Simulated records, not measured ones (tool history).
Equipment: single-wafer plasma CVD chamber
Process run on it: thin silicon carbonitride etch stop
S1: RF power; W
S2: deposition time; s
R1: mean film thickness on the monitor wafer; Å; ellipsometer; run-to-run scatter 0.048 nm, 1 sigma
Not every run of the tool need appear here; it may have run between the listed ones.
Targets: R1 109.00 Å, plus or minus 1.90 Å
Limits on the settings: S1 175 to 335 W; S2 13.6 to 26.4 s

| run | day | S1 | S2 | R1 |
|---|---|---|---|---|
| 1 | 0.000 | 255 | 20.0 | 125.08 |
| 2 | 0.233 | 270 | 20.0 | 126.54 |
| 3 | 0.412 | 270 | 21.8 | 137.92 |
| 4 | 0.479 | 300 | 21.8 | 143.60 |
| 5 | 0.833 | 275 | 21.0 | 133.66 |
| 6 | 1.188 | 255 | 20.4 | 126.61 |
| 7 | 1.479 | 240 | 20.0 | 122.88 |
| 8 | 1.850 | 200 | 17.8 | 103.02 |
| 9 | 1.896 | 210 | 17.9 | 105.49 |
| 10 | 2.238 | 215 | 17.9 | 105.31 |
| 11 | 2.392 | 220 | 17.9 | 106.86 |

Consider the 5 candidate settings below. Which is the only one whose results all fall within their allowed miss of target?
| A | 2.546 | 220 | 17.3 | ? |
| B | 2.546 | 220 | 19.4 | ? |
| C | 2.546 | 210 | 18.5 | ? |
| D | 2.546 | 225 | 19.1 | ? |
| E | 2.546 | 230 | 17.5 | ? |

| move | R1 |
|---|---|
| A | 103.13 |
| B | 115.65 |
| C | 108.74 |
| D | 114.63 |
| E | 105.73 |
A: lands further from the targets than the last run did
B: takes the result that was furthest off past its target
C: every result within its allowed miss
D: takes the result that was furthest off past its target
E: lands further from the targets than the last run did
The move that meets every target is C.
